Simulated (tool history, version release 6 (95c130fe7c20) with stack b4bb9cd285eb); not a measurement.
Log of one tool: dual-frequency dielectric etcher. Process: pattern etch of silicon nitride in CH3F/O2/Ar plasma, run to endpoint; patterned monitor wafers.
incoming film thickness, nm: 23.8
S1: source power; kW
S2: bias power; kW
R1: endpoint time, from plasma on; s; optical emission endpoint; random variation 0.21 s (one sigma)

run,hour,S1,S2,R1
1,0,0.39,0.087,31.462
2,5.3,0.36,0.085,32.674
3,13.5,0.36,0.095,31.157
4,15.8,0.34,0.093,31.841
5,17.8,0.32,0.09,33.106
6,26.3,0.3,0.089,33.824

Run 7 comes next. What will it give?
7,28.5,0.29,0.088,?

R1: 34.629 s
